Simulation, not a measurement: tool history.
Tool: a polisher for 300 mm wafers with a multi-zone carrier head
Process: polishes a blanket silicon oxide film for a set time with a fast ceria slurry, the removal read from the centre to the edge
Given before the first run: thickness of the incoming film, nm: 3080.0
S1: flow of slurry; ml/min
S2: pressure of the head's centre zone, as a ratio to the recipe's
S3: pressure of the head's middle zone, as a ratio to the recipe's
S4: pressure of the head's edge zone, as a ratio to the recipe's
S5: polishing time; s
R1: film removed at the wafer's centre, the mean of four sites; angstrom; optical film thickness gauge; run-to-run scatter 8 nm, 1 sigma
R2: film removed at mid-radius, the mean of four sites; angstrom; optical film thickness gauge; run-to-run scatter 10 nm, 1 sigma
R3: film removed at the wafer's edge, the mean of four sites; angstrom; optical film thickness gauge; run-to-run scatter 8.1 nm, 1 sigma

run	hour	S1	S2	S3	S4	S5	R1	R2	R3
1	0	240	1	1	1	65	10030	10055	10506
2	6.5	240	1	1	1.09	65	10036	9917.1	10895
3	11.4	240	1	0.96	1.09	65	10171	10011	10883
4	17.6	220	0.97	0.94	1.11	61	9086.5	9120.6	10261
5	18.4	210	0.95	0.92	1.12	58	8314.4	8429.3	9855.2
6	23.8	210	0.88	0.92	1.12	58	7748.4	8213.8	9696
7	31	210	0.87	0.91	1.1	57	7524.3	8064.3	9413.8
8	34.7	205	0.86	0.89	1.08	56	7493.5	7766.2	9165.4

Run 9 is up next; what results do you expect?
9	42.5	200	0.85	0.89	1.08	55	?	?	?

Run 9 came out at R1 7138.2 angstrom, R2 7451.3 angstrom, R3 8994.9 angstrom.

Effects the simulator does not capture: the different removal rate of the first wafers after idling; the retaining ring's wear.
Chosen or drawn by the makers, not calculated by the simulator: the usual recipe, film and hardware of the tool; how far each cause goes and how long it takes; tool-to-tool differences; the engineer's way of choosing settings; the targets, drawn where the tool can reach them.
